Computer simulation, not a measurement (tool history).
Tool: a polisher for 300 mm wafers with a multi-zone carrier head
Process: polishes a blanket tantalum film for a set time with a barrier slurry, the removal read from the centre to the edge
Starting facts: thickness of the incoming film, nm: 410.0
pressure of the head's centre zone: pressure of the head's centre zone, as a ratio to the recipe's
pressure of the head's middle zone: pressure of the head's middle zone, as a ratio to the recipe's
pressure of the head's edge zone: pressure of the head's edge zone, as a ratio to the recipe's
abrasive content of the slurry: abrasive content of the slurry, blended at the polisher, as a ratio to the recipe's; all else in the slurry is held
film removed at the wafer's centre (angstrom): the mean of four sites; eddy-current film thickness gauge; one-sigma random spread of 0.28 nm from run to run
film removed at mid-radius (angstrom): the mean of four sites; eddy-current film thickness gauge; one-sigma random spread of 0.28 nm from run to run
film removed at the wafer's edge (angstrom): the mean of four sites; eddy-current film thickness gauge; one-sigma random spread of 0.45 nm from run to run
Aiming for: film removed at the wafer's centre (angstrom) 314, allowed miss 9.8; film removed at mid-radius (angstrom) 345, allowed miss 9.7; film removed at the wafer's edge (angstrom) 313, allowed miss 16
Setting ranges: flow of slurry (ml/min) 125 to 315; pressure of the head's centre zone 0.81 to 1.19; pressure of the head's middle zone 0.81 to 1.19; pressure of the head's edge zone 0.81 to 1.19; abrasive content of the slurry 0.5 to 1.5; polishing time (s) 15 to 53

run,hour,flow of slurry (ml/min),pressure of the head's centre zone,pressure of the head's middle zone,pressure of the head's edge zone,abrasive content of the slurry,polishing time (s),film removed at the wafer's centre (angstrom),film removed at mid-radius (angstrom),film removed at the wafer's edge (angstrom)
1,0,205,1,1,1,1,34,502.99,507.94,495.02
2,7.8,205,1,1,0.92,1,34,512.38,502.26,474.43
3,8.9,200,0.96,1,0.89,0.85,32,435.44,456,410.06
4,13.4,195,0.93,0.97,0.87,0.75,31,396.47,414.67,385.63
5,17.1,190,0.92,0.97,0.86,0.7,30,369.01,390.01,356.28
6,23.8,150,0.92,0.97,0.86,0.7,30,360.79,379.54,351.21
7,28.6,150,0.92,0.97,0.86,0.7,30,358.75,379.3,344.18
8,32.2,150,0.86,0.94,0.82,0.5,29,297.98,322.82,310.62
9,39.3,160,0.87,0.96,0.82,0.5,29,302.92,328.74,300.47
10,41.8,170,0.87,0.97,0.83,0.5,29,306.68,331.86,304.18

Next run, 5 choices. One meets every target within its allowed miss, the rest don't. Which?
A,44.3,195,0.84,0.87,0.87,0.55,29,?,?,?
B,44.3,145,0.85,1.05,0.81,0.55,27,?,?,?
C,44.3,195,0.87,0.89,0.84,0.7,26,?,?,?
D,44.3,145,0.94,1.05,0.94,0.55,28,?,?,?
E,44.3,140,0.85,1.05,0.82,0.55,29,?,?,?

move,film removed at the wafer's centre (angstrom),film removed at mid-radius (angstrom),film removed at the wafer's edge (angstrom)
A,313.06,325.26,319.92
B,281.37,340.04,279.26
C,311.89,319.9,303.93
D,319.43,352.42,309.76
E,300.34,363.21,300.37
A: its largest miss is bigger than the last run's
B: the furthest-off result lands on target, but another misses its tolerance
C: its largest miss is bigger than the last run's
D: hits every target within its allowed miss
E: carries the result that was furthest off beyond its target, to the other side
D is the move that brings every result within its allowed miss.
